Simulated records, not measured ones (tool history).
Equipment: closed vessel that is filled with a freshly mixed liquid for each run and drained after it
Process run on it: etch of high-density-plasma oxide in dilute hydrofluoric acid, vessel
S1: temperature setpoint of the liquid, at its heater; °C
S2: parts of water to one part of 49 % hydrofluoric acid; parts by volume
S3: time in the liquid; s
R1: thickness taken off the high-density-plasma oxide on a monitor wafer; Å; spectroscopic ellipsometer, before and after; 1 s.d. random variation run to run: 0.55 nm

run  hour    S1  S2   S3       R1
  1   0.0  21.0  70  460   362.03
  2   7.9  21.0  70  460   364.52
  3  14.7  22.5  60  460   450.72
  4  15.7  22.5  60  460   452.70
  5  20.9  22.5  35  460   805.46
  6  28.9  22.5  35  460   805.25
  7  34.5  23.5  35  460   832.72
  8  39.9  24.5  35  460   872.57
  9  42.1  25.5  35  460   906.02
 10  48.5  26.0  35  460   929.49
     52.9  -- hydrofluoric acid flow meter replaced
 11  52.9  29.0  35  460   934.98
 12  55.0  29.0  30  460  1105.30

The next listed run, before its measurement:
 13  61.3  28.5  30  460   ?

R1: 1076.90 Å
